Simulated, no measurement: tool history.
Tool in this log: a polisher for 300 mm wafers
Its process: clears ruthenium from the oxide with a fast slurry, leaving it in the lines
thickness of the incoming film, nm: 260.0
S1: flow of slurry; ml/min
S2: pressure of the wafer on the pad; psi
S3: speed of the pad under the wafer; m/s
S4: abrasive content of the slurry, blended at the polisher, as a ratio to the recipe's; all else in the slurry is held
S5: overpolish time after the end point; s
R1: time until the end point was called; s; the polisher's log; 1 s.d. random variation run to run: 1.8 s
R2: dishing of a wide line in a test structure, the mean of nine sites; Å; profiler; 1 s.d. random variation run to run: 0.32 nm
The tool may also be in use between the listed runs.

Run 1, hour 0: S1 140 ml/min, S2 3.3 psi, S3 1.08 m/s, S4 1, S5 18 s. Result: R1 63.636 s, R2 419.45 Å.
Run 2, hour 7.5: S1 125 ml/min, S2 3.3 psi, S3 1.08 m/s, S4 1, S5 18 s. Result: R1 66.23 s, R2 425.9 Å.
Run 3, hour 13.4: S1 125 ml/min, S2 3.1 psi, S3 1.06 m/s, S4 1, S5 18 s. Result: R1 72.226 s, R2 400.71 Å.
Run 4, hour 21.7: S1 125 ml/min, S2 3.1 psi, S3 1.22 m/s, S4 1, S5 18 s. Result: R1 65.78 s, R2 432.89 Å.
Run 5, hour 22.9: S1 155 ml/min, S2 3.1 psi, S3 1.22 m/s, S4 1, S5 18 s. Result: R1 63.409 s, R2 438.24 Å.
Run 6, hour 24.3: S1 180 ml/min, S2 3.1 psi, S3 1.22 m/s, S4 1, S5 18 s. Result: R1 59.527 s, R2 443.09 Å.

Run 7 comes next. What will it give?
Run 7, hour 29.2: S1 175 ml/min, S2 2.9 psi, S3 1.2 m/s, S4 1, S5 18 s. Result: R1 ?, R2 ?.

{"run 7": {"R1": 66.134, "R2": 426.86}}

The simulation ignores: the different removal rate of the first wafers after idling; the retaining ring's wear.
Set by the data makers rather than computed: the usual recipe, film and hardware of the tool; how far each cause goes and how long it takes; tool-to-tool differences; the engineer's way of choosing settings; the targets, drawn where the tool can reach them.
